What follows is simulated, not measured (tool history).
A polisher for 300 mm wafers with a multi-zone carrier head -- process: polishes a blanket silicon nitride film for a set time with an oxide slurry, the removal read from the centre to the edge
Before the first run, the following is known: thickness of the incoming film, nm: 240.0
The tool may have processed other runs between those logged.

| run | hour | flow of slurry (ml/min) | pressure of the head's centre zone | pressure of the head's middle zone | pressure of the head's edge zone | abrasive content of the slurry | polishing time (s) | film removed at the wafer's centre (angstrom) | film removed at mid-radius (angstrom) | film removed at the wafer's edge (angstrom) |
|---|---|---|---|---|---|---|---|---|---|---|
| 1 | 0.0 | 240 | 1.00 | 1.00 | 1.00 | 1.00 | 60 | 297.31 | 292.30 | 280.70 |
| 2 | 7.0 | 240 | 1.00 | 0.93 | 1.00 | 1.00 | 60 | 295.66 | 275.03 | 283.50 |
| 3 | 14.2 | 240 | 1.06 | 0.93 | 1.00 | 1.00 | 60 | 310.26 | 270.41 | 277.57 |
| 4 | 21.6 | 235 | 1.06 | 0.92 | 0.99 | 1.00 | 60 | 316.31 | 267.93 | 281.81 |
| 5 | 24.2 | 235 | 0.99 | 0.92 | 0.99 | 1.00 | 60 | 292.84 | 270.21 | 282.23 |
| 6 | 27.4 | 235 | 1.00 | 0.92 | 0.98 | 0.95 | 60 | 279.50 | 269.89 | 271.84 |

Run 7, settings as shown, results not yet in. Your forecast:
| 7 | 29.1 | 235 | 1.02 | 0.91 | 0.97 | 0.95 | 60 | ? | ? | ? |

For run 7 the tool returned film removed at the wafer's centre (angstrom) 293.97, film removed at mid-radius (angstrom) 265.37, film removed at the wafer's edge (angstrom) 273.49.
